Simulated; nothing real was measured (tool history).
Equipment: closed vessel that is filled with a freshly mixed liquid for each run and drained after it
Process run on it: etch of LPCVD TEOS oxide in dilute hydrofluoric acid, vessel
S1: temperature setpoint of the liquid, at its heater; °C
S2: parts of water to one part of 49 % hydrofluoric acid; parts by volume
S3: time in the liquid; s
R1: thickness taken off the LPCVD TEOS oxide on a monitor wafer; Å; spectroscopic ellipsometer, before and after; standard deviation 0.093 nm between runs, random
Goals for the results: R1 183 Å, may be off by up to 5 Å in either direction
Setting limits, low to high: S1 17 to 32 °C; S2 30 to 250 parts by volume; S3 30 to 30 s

run,hour,S1,S2,S3,R1
1,0,24,140,30,55.202
2,5.5,24,90,30,91.046
3,10.3,24,115,30,69.902
4,12.3,25,105,30,79.679
5,15.2,26,95,30,92.961
6,19.7,27,90,30,103.18
7,24.3,27.5,85,30,112.27
8,31.9,28,80,30,122.65
9,36.5,28.5,75,30,133.23
# hour 39.3: hydrofluoric acid flow meter replaced
10,39.3,29,75,30,121.1
11,47.2,29.5,70,30,133.23
12,49.7,30,65,30,147.25
13,58.8,30.5,65,30,149.88

4 next moves are on the table. One of them brings every result within its allowed miss. Which?
A,67.9,29.5,55,30,?
B,67.9,32,60,30,?
C,67.9,31,55,30,?
D,67.9,31,60,30,?

move,R1
A,172.63
B,172.98
C,183.02
D,166.47
A: better than the last run, though not everything is in spec
B: better than the last run, though not everything is in spec
C: in spec on every target
D: better than the last run, though not everything is in spec
So the answer is move C, the one that meets all the targets.

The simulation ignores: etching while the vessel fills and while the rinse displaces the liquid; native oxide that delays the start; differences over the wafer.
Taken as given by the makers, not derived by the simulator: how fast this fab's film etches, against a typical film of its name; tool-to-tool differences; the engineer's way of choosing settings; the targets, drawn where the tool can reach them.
